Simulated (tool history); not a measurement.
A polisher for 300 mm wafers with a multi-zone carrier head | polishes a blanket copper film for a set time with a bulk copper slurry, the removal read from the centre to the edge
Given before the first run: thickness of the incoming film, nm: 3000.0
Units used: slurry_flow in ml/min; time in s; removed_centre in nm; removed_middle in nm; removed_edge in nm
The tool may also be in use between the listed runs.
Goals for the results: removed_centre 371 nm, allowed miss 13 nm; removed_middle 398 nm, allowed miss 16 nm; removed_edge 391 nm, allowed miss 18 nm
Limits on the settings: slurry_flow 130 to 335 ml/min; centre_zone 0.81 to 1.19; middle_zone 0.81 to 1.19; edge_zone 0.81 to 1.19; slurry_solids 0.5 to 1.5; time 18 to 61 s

run 1 hour=0 | slurry_flow=215 centre_zone=1 middle_zone=1 edge_zone=1 slurry_solids=1 time=39 | removed_centre=416.29 removed_middle=440.43 removed_edge=430.22
run 2 hour=0.9 | slurry_flow=215 centre_zone=1 middle_zone=1.03 edge_zone=1 slurry_solids=1 time=39 | removed_centre=415.36 removed_middle=437.25 removed_edge=425.49
run 3 hour=6.2 | slurry_flow=205 centre_zone=0.99 middle_zone=1.02 edge_zone=0.99 slurry_solids=0.95 time=39 | removed_centre=414.71 removed_middle=436.26 removed_edge=420.55
run 4 hour=12.4 | slurry_flow=205 centre_zone=0.99 middle_zone=1.02 edge_zone=0.99 slurry_solids=0.95 time=31 | removed_centre=332.05 removed_middle=351.01 removed_edge=345.83
run 5 hour=21 | slurry_flow=225 centre_zone=0.99 middle_zone=1.02 edge_zone=0.99 slurry_solids=0.95 time=31 | removed_centre=334.55 removed_middle=343.61 removed_edge=337.78
run 6 hour=29.2 | slurry_flow=225 centre_zone=0.99 middle_zone=1.09 edge_zone=0.99 slurry_solids=0.95 time=31 | removed_centre=328.12 removed_middle=371.57 removed_edge=338.02
run 7 hour=37.7 | slurry_flow=220 centre_zone=1.01 middle_zone=1.08 edge_zone=1.01 slurry_solids=1.05 time=31 | removed_centre=337.02 removed_middle=374.52 removed_edge=342.47
run 8 hour=44.8 | slurry_flow=215 centre_zone=1.01 middle_zone=1.06 edge_zone=1.03 slurry_solids=1.1 time=32 | removed_centre=354.2 removed_middle=372.99 removed_edge=367.91

Which one of the following 5 next-run settings gets every result inside its allowed miss? There is exactly one.
run A hour=51.9 | slurry_flow=150 centre_zone=1.02 middle_zone=1.09 edge_zone=1.07 slurry_solids=0.7 time=37 | removed_centre=? removed_middle=? removed_edge=?
run B hour=51.9 | slurry_flow=230 centre_zone=1.07 middle_zone=1.14 edge_zone=0.89 slurry_solids=1.2 time=31 | removed_centre=? removed_middle=? removed_edge=?
run C hour=51.9 | slurry_flow=210 centre_zone=1.05 middle_zone=0.96 edge_zone=1.09 slurry_solids=1 time=33 | removed_centre=? removed_middle=? removed_edge=?
run D hour=51.9 | slurry_flow=250 centre_zone=0.99 middle_zone=0.95 edge_zone=1.18 slurry_solids=1 time=33 | removed_centre=? removed_middle=? removed_edge=?
run E hour=51.9 | slurry_flow=180 centre_zone=1.03 middle_zone=0.98 edge_zone=1.1 slurry_solids=1 time=34 | removed_centre=? removed_middle=? removed_edge=?

move=A removed_centre=368.08 removed_middle=402.22 removed_edge=394.18
move=B removed_centre=369.31 removed_middle=396.81 removed_edge=337.48
move=C removed_centre=371.21 removed_middle=352.08 removed_edge=383.91
move=D removed_centre=357.39 removed_middle=355.96 removed_edge=405.84
move=E removed_centre=367.07 removed_middle=362 removed_edge=391.59
A: in spec on every target
B: the worst result of the last run now meets its target, but another is out of spec
C: misses by more than the last run did
D: misses by more than the last run did
E: misses by more than the last run did
A meets every target.
